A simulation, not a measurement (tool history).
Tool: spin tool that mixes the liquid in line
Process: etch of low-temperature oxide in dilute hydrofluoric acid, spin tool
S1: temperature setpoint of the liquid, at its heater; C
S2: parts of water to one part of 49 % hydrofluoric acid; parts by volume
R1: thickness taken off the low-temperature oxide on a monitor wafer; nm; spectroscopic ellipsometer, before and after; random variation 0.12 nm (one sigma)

run 1 day=0.000 | S1=25.0 S2=150 time_under_the_liquid_(s)=90 | R1=6.9152
run 2 day=0.333 | S1=25.0 S2=150 time_under_the_liquid_(s)=70 | R1=5.4418
run 3 day=0.362 | S1=27.5 S2=115 time_under_the_liquid_(s)=70 | R1=8.0847
run 4 day=0.488 | S1=29.0 S2=90 time_under_the_liquid_(s)=70 | R1=11.1860
run 5 day=0.675 | S1=29.0 S2=90 time_under_the_liquid_(s)=90 | R1=14.5370
run 6 day=0.929 | S1=29.5 S2=90 time_under_the_liquid_(s)=90 | R1=14.8770
run 7 day=0.971 | S1=30.0 S2=90 time_under_the_liquid_(s)=90 | R1=15.2130

Forecast run 8:
run 8 day=1.029 | S1=30.5 S2=90 time_under_the_liquid_(s)=90 | R1=?

Run 8 gave R1 15.4680 nm.
